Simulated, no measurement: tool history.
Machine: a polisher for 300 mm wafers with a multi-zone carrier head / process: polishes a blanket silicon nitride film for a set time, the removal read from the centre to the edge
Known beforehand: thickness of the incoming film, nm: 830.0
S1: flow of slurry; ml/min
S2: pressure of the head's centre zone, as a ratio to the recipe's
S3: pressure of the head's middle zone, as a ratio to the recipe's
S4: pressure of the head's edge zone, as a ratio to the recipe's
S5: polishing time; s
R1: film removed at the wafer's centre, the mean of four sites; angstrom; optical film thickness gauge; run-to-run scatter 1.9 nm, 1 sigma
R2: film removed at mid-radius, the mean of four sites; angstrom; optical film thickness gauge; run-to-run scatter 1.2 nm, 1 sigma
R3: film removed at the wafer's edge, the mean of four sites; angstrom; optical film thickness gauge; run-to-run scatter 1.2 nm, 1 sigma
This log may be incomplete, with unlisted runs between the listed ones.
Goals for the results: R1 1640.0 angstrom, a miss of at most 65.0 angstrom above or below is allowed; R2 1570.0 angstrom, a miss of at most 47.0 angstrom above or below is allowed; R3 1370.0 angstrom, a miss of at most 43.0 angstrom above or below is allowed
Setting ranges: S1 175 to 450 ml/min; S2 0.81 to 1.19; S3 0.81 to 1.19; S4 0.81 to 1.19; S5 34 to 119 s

run	hour	S1	S2	S3	S4	S5	R1	R2	R3
1	0.0	290	1.00	1.00	1.00	76	1689.0	1699.5	1639.5
2	5.8	290	1.00	1.00	1.05	76	1669.5	1681.2	1664.7
3	8.6	290	1.02	1.01	1.00	74	1656.8	1660.4	1620.7
4	10.2	290	1.02	1.01	1.00	63	1421.7	1395.3	1368.3
5	17.5	290	1.02	1.10	1.00	63	1409.8	1533.7	1374.4
6	25.5	290	1.02	1.10	1.00	75	1715.8	1802.0	1631.9
7	30.0	290	1.04	1.10	0.96	73	1649.7	1757.0	1564.9
8	38.7	295	1.08	1.10	0.93	71	1704.3	1742.7	1494.9
9	42.1	265	1.08	1.01	0.83	68	1583.2	1501.9	1344.6

5 candidate next runs follow, results not yet known. Just one meets every target within its allowed miss. Identify it.
A	45.5	200	1.06	1.07	0.83	68	?	?	?
B	45.5	270	1.12	1.03	0.90	64	?	?	?
C	45.5	245	1.15	1.13	0.82	66	?	?	?
D	45.5	275	1.11	0.99	0.87	67	?	?	?
E	45.5	285	1.11	1.05	0.86	68	?	?	?

move	R1	R2	R3
A	1494.9	1524.6	1302.7
B	1560.9	1450.3	1314.5
C	1631.6	1598.8	1286.2
D	1622.8	1471.7	1358.0
E	1655.3	1576.4	1374.3
A: meets the target for the result that was furthest off, but another lies outside its allowed miss
B: the biggest miss grows against the last run
C: meets the target for the result that was furthest off, but another lies outside its allowed miss
D: the biggest miss grows against the last run
E: all results in spec
Go with E: it meets all targets.

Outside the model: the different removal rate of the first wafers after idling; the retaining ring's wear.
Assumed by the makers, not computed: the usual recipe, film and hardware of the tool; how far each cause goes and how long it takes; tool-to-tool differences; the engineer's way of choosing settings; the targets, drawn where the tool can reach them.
